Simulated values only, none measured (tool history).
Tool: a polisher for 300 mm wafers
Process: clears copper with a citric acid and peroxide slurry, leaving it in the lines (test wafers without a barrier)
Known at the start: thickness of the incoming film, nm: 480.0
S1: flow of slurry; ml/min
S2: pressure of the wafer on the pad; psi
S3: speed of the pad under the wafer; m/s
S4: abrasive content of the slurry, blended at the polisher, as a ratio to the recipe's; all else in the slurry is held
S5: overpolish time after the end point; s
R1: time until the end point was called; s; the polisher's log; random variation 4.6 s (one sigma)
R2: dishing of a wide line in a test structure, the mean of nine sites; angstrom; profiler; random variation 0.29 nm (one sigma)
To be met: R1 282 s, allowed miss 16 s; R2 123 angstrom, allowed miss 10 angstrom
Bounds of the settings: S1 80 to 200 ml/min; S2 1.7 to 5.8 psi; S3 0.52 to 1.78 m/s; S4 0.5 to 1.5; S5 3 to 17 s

run,hour,S1,S2,S3,S4,S5,R1,R2
1,0,130,3.7,1.14,1,9,142.32,185.08
2,5.1,125,3,1.08,1,10,179.3,161.54
3,6.2,125,3,1.08,1,9,181.96,150.53
4,10.8,125,3,1.08,1,11,184.51,181.37
5,12.1,125,3,1.08,1.15,11,178.14,185.11
6,16.8,125,3,1.08,1.3,11,171.93,187.19
7,18.8,125,2.5,1.02,1.3,11,217.58,149.92
8,20.8,125,2.2,1.02,1.3,11,241.17,138.25
9,26.6,125,2,1.02,1.3,11,265.26,129.16

Which of these 4 next moves meets every target?
A,32.4,125,1.7,1.32,1.05,13,?,?
B,32.4,145,2.2,0.78,1.5,11,?,?
C,32.4,165,1.7,1.14,1.5,12,?,?
D,32.4,135,2.4,0.98,1.2,9,?,?

move,R1,R2
A,265.41,146.4
B,278.41,122.93
C,262.66,138.21
D,231.02,121.54
A: further off than the last run
B: meets every target
C: further off than the last run
D: further off than the last run
Answer: B
